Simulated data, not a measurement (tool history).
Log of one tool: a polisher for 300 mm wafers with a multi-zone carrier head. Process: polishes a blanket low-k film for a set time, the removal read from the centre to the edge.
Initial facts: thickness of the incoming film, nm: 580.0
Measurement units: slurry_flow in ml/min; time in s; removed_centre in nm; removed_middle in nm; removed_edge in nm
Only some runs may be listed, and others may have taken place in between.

{"run": 1, "day": 0.0, "slurry_flow": 170, "centre_zone": 1, "middle_zone": 1, "edge_zone": 1, "slurry_solids": 1, "time": 53, "removed_centre": 38.826, "removed_middle": 37.788, "removed_edge": 37.583}
{"run": 2, "day": 0.312, "slurry_flow": 180, "centre_zone": 1.03, "middle_zone": 1, "edge_zone": 1.05, "slurry_solids": 1.15, "time": 56, "removed_centre": 44.037, "removed_middle": 43.206, "removed_edge": 43.063}
{"run": 3, "day": 0.504, "slurry_flow": 180, "centre_zone": 1.03, "middle_zone": 0.95, "edge_zone": 1.05, "slurry_solids": 1.15, "time": 56, "removed_centre": 44.538, "removed_middle": 41.768, "removed_edge": 44.02}
{"run": 4, "day": 0.725, "slurry_flow": 180, "centre_zone": 1.03, "middle_zone": 0.95, "edge_zone": 1.01, "slurry_solids": 1.15, "time": 56, "removed_centre": 44.437, "removed_middle": 41.617, "removed_edge": 42.652}
{"run": 5, "day": 1.017, "slurry_flow": 180, "centre_zone": 1.03, "middle_zone": 0.87, "edge_zone": 1.01, "slurry_solids": 1.15, "time": 56, "removed_centre": 44.822, "removed_middle": 39.205, "removed_edge": 42.313}
{"run": 6, "day": 1.158, "slurry_flow": 195, "centre_zone": 1.03, "middle_zone": 0.87, "edge_zone": 1.01, "slurry_solids": 1.15, "time": 56, "removed_centre": 45.126, "removed_middle": 39.54, "removed_edge": 43.329}

Run 7, settings as shown, results not yet in. Your forecast:
{"run": 7, "day": 1.362, "slurry_flow": 210, "centre_zone": 1.07, "middle_zone": 0.9, "edge_zone": 1.05, "slurry_solids": 1.25, "time": 58, "removed_centre": "?", "removed_middle": "?", "removed_edge": "?"}

{"run 7": {"removed_centre": 49.662, "removed_middle": 43.687, "removed_edge": 46.603}}
